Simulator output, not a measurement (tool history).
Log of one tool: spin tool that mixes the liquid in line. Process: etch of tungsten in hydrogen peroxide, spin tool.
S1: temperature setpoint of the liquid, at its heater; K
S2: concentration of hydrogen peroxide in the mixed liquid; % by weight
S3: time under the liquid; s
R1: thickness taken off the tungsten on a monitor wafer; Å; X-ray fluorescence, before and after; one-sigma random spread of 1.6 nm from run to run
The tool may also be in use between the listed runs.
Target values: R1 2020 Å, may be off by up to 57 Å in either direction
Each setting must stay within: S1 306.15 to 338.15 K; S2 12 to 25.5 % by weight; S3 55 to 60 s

run,hour,S1,S2,S3,R1
1,0,322.15,17.5,55,877.29
2,8.3,328.65,17.5,55,1291.3
3,12.2,333.65,17.5,55,1765.2
4,16,327.65,17.5,55,1233.5
5,17,327.65,17.5,55,1227.6
6,23.1,327.65,15,55,1134.1
7,27.6,330.15,15,55,1326.9
8,30.7,330.15,15,55,1320.5
9,35.4,332.15,15,55,1476.5
# hour 38.7: peroxide flow meter replaced
10,38.7,333.65,15,55,1588.5

Which of these 5 next moves meets every target?
A,42,327.65,13.5,55,?
B,42,329.15,13,55,?
C,42,327.65,14,55,?
D,42,336.15,15.5,60,?
E,42,337.65,12,60,?

move,R1
A,1054.5
B,1130.9
C,1073.9
D,2017.2
E,1931.1
A: the biggest miss grows against the last run
B: the biggest miss grows against the last run
C: the biggest miss grows against the last run
D: each result inside its tolerance
E: better than the last run, though not everything is in spec
The move that meets every target is D.
